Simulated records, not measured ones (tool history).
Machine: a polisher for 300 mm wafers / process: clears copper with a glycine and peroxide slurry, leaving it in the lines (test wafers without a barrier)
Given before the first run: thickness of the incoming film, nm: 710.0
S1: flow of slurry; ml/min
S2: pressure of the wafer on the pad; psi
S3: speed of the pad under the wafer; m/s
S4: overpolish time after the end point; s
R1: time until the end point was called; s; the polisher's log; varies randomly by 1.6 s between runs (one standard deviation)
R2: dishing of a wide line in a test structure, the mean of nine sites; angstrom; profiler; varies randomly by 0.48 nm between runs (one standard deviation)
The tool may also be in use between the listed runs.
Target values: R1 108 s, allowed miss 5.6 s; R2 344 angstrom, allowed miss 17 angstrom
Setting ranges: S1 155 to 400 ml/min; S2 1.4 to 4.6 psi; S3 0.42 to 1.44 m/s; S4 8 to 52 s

run,hour,S1,S2,S3,S4,R1,R2
1,0,255,3,0.92,26,108.62,821.81
2,2.9,225,2.5,1.04,20,112.53,652.47
3,7.5,205,2.1,1.14,16,122.08,525.27
4,14.1,190,1.9,1.24,13,124.55,447.63
5,17.1,190,1.9,1.24,23,122.82,661.98
6,23.8,220,1.7,1.3,18,130.1,542.52
7,29.5,200,1.7,1.34,15,129.22,480.92
8,33.2,185,1.8,1.38,13,119.54,449.72

Which single option among these 4 for the next run brings every result within its allowed miss of target? Just one does.
A,36.9,205,1.6,1.38,28,?,?
B,36.9,180,2,1.44,17,?,?
C,36.9,165,1.7,1.34,25,?,?
D,36.9,195,2,1.44,8,?,?

move,R1,R2
A,133.17,712.47
B,108.64,612.82
C,131.94,679.17
D,107.99,351.46
A: the biggest miss grows against the last run
B: the biggest miss grows against the last run
C: the biggest miss grows against the last run
D: each result inside its tolerance
The move that meets every target is D.
